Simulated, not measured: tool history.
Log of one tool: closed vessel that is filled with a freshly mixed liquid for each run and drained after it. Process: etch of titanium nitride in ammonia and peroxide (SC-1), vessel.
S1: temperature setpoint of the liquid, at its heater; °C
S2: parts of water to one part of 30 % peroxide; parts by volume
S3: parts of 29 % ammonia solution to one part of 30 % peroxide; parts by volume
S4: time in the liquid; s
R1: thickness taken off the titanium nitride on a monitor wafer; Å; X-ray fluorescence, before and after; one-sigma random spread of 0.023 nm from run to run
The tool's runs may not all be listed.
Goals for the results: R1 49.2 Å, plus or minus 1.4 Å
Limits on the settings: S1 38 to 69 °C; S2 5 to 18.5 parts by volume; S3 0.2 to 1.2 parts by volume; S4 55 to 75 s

Run 1, day 0: S1 53 °C, S2 10.5 parts by volume, S3 0.7 parts by volume, S4 75 s. Result: R1 39.773 Å.
Run 2, day 0.271: S1 46.5 °C, S2 10.5 parts by volume, S3 0.7 parts by volume, S4 75 s. Result: R1 25.496 Å.
Run 3, day 0.371: S1 46.5 °C, S2 7.5 parts by volume, S3 0.7 parts by volume, S4 75 s. Result: R1 29.951 Å.
Run 4, day 0.704: S1 43.5 °C, S2 7.5 parts by volume, S3 0.7 parts by volume, S4 75 s. Result: R1 24.023 Å.
Run 5, day 0.954: S1 41 °C, S2 7.5 parts by volume, S3 0.7 parts by volume, S4 75 s. Result: R1 20.237 Å.
Run 6, day 1.2: S1 41 °C, S2 7.5 parts by volume, S3 0.7 parts by volume, S4 75 s. Result: R1 20.106 Å.
Run 7, day 1.525: S1 44 °C, S2 7.5 parts by volume, S3 0.7 parts by volume, S4 75 s. Result: R1 25.149 Å.
Run 8, day 1.658: S1 52 °C, S2 7.5 parts by volume, S3 0.7 parts by volume, S4 75 s. Result: R1 44.61 Å.
Run 9, day 1.833: S1 52.5 °C, S2 7.5 parts by volume, S3 0.7 parts by volume, S4 75 s. Result: R1 45.764 Å.
Run 10, day 2.204: S1 53 °C, S2 7.5 parts by volume, S3 0.7 parts by volume, S4 75 s. Result: R1 47.774 Å.
Run 11, day 2.296: S1 53 °C, S2 7.5 parts by volume, S3 0.7 parts by volume, S4 75 s. Result: R1 47.128 Å.

Of the 5 settings listed for the next run, only one would bring every result within its allowed miss of target. Which one?
Run A, day 2.388: S1 53.5 °C, S2 7 parts by volume, S3 0.6 parts by volume, S4 75 s. Result: R1 ?.
Run B, day 2.388: S1 51 °C, S2 6.5 parts by volume, S3 0.9 parts by volume, S4 75 s. Result: R1 ?.
Run C, day 2.388: S1 52.5 °C, S2 7.5 parts by volume, S3 0.6 parts by volume, S4 75 s. Result: R1 ?.
Run D, day 2.388: S1 50.5 °C, S2 6 parts by volume, S3 0.8 parts by volume, S4 75 s. Result: R1 ?.
Run E, day 2.388: S1 53.5 °C, S2 6 parts by volume, S3 0.65 parts by volume, S4 60 s. Result: R1 ?.

move      R1
   A  49.659
   B  45.927
   C  44.837
   D  45.307
   E  43.278
A: every result lands within tolerance
B: further off than the last run
C: further off than the last run
D: further off than the last run
E: further off than the last run
The move that meets every target is A.
